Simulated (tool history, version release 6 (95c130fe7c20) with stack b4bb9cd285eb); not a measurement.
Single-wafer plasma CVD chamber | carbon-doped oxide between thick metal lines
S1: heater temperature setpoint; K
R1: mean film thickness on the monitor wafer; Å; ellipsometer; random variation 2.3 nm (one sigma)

run 1 day=0 | S1=603.15 chamber_pressure_(Pa)=849 RF_power_(W)=625 deposition_time_(s)=58.7 | R1=3839.7
run 2 day=0.354 | S1=601.15 chamber_pressure_(Pa)=867 RF_power_(W)=630 deposition_time_(s)=58.7 | R1=3895
run 3 day=0.662 | S1=590.15 chamber_pressure_(Pa)=867 RF_power_(W)=630 deposition_time_(s)=58.7 | R1=4045.8
run 4 day=0.908 | S1=590.15 chamber_pressure_(Pa)=867 RF_power_(W)=695 deposition_time_(s)=58.7 | R1=4317.4
run 5 day=0.95 | S1=591.15 chamber_pressure_(Pa)=860 RF_power_(W)=695 deposition_time_(s)=58.7 | R1=4275.5
run 6 day=1.275 | S1=581.15 chamber_pressure_(Pa)=860 RF_power_(W)=695 deposition_time_(s)=58.7 | R1=4468.7
run 7 day=1.612 | S1=583.15 chamber_pressure_(Pa)=849 RF_power_(W)=690 deposition_time_(s)=58.7 | R1=4417.3
run 8 day=1.662 | S1=584.15 chamber_pressure_(Pa)=844 RF_power_(W)=685 deposition_time_(s)=58.7 | R1=4361.6

The next listed run, before its measurement:
run 9 day=1.792 | S1=585.15 chamber_pressure_(Pa)=837 RF_power_(W)=685 deposition_time_(s)=58.7 | R1=?

Run 9 gave R1 4338.2 Å.
